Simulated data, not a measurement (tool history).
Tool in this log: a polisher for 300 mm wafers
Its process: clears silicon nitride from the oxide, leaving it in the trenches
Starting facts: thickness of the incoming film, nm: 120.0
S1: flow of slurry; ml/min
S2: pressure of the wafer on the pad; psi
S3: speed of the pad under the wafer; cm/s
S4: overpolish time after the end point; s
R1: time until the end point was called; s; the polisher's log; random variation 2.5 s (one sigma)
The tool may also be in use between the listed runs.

run  hour   S1   S2  S3  S4      R1
  1     0  190  3.5  90  28  101.12
  2   4.6  190  2.8  90  28  129.89
  3   5.1  190  2.6  88  28  141.35
  4   9.9  190  2.4  86  28  154.79
  5  17.2  190  2.3  84  28  165.56
  6  19.2  190  2.2  82  28  178.95
  7  21.4  190  2.1  82  28   186.9
  8  22.6  190    2  82  28  199.61
  9  31.5  185  1.8  82  28  216.37
 10  35.3  170  1.6  82  28  240.62

Run 11 comes next. What will it give?
 11  43.8  175  1.6  82  28   ?

R1: 243.36 s

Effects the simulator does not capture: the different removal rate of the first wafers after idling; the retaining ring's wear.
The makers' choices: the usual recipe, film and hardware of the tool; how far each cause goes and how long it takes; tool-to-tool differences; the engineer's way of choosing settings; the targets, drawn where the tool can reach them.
